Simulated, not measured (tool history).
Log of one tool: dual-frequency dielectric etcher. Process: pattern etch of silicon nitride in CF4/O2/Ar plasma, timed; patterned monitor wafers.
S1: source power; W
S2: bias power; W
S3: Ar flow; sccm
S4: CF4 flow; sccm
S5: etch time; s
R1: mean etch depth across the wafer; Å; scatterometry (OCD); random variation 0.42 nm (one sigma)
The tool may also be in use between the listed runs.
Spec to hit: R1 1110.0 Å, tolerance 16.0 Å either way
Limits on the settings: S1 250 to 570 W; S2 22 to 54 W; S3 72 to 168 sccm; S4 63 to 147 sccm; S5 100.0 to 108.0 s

run  hour   S1  S2   S3   S4     S5      R1
  1   0.0  410  38  120  105  108.0  1586.4
  2   4.5  480  38  120  105  108.0  1865.0
  3  12.8  400  38  120  105  108.0  1565.2
  4  21.3  350  37  120  105  108.0  1333.3
  5  23.7  330  37  120  105  108.0  1257.2
  6  27.3  330  37  102  105  108.0  1290.0
  7  35.3  310  37  102  105  108.0  1204.9
  8  40.2  310  37  102  105  108.0  1196.6
  9  48.2  300  37  102  105  108.0  1152.6

Which of these 5 next moves meets every target?
  A  56.2  350  32  134   99  105.5   ?
  B  56.2  320  35  112  100  102.5   ?
  C  56.2  320  30   93  130  108.0   ?
  D  56.2  310  37  108  114  100.0   ?
  E  56.2  300  39   95  105  108.0   ?

move      R1
   A  1207.1
   B  1132.7
   C  1197.8
   D  1107.0
   E  1188.4
A: further off than the last run
B: better than the last run, though not everything is in spec
C: further off than the last run
D: meets every target
E: further off than the last run
Correct choice: D, which meets every target
